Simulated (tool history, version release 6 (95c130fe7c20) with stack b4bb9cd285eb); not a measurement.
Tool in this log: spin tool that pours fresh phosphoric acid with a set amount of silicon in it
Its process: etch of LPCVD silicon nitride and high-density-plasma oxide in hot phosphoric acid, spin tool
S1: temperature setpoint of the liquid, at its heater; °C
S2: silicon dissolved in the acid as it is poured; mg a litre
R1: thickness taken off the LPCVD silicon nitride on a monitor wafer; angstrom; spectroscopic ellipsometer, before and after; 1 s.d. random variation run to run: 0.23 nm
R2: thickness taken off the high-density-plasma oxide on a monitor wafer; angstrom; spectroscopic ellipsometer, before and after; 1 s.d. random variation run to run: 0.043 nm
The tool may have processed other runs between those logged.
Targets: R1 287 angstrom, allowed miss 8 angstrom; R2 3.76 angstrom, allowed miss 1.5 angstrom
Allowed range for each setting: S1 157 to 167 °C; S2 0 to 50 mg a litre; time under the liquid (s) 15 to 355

run 1 hour=0 | S1=162 S2=27.5 time_under_the_liquid_(s)=180 | R1=176.19 R2=3.3036
run 2 hour=4.8 | S1=162.5 S2=30 time_under_the_liquid_(s)=195 | R1=193.74 R2=2.784
run 3 hour=5.4 | S1=162.5 S2=43 time_under_the_liquid_(s)=195 | R1=193.65 R2=1.3544
run 4 hour=13.9 | S1=163 S2=40.5 time_under_the_liquid_(s)=205 | R1=208.19 R2=2.1581
run 5 hour=14.5 | S1=163 S2=40.5 time_under_the_liquid_(s)=175 | R1=177.8 R2=1.802
run 6 hour=21.6 | S1=163 S2=49.5 time_under_the_liquid_(s)=175 | R1=176.52 R2=1.2122
run 7 hour=24.8 | S1=163.5 S2=47.5 time_under_the_liquid_(s)=190 | R1=196.2 R2=1.4478
run 8 hour=30.7 | S1=163.5 S2=47.5 time_under_the_liquid_(s)=190 | R1=194.43 R2=1.4483
run 9 hour=39.2 | S1=164 S2=46 time_under_the_liquid_(s)=200 | R1=209.05 R2=1.4916
run 10 hour=42.6 | S1=164.5 S2=42.5 time_under_the_liquid_(s)=210 | R1=227.56 R2=1.7409
run 11 hour=46.2 | S1=165 S2=39 time_under_the_liquid_(s)=215 | R1=234.25 R2=2.446
-- hour=54.9 dissolved silicon flow meter replaced
run 12 hour=54.9 | S1=165.5 S2=38 time_under_the_liquid_(s)=220 | R1=243.51 R2=3.3455
run 13 hour=57.5 | S1=165.5 S2=38.5 time_under_the_liquid_(s)=225 | R1=244.44 R2=2.982
run 14 hour=61.6 | S1=165.5 S2=38.5 time_under_the_liquid_(s)=230 | R1=254.45 R2=3.4815
run 15 hour=64.5 | S1=165.5 S2=39 time_under_the_liquid_(s)=235 | R1=257.85 R2=3.0321
run 16 hour=66.9 | S1=165.5 S2=39 time_under_the_liquid_(s)=240 | R1=264.17 R2=3.0836

Which single option among these 4 for the next run brings every result within its allowed miss of target? Just one does.
run A hour=69.3 | S1=167 S2=36.5 time_under_the_liquid_(s)=250 | R1=? R2=?
run B hour=69.3 | S1=167 S2=38.5 time_under_the_liquid_(s)=265 | R1=? R2=?
run C hour=69.3 | S1=164 S2=22 time_under_the_liquid_(s)=230 | R1=? R2=?
run D hour=69.3 | S1=166.5 S2=41 time_under_the_liquid_(s)=215 | R1=? R2=?

move=A R1=286.58 R2=4.5632
move=B R1=303.78 R2=4.3141
move=C R1=238.98 R2=6.0292
move=D R1=242.48 R2=2.865
A: every result within its allowed miss
B: takes the result that was furthest off past its target
C: moves away from the targets compared with the last run
D: moves away from the targets compared with the last run
Move A is the one to make.

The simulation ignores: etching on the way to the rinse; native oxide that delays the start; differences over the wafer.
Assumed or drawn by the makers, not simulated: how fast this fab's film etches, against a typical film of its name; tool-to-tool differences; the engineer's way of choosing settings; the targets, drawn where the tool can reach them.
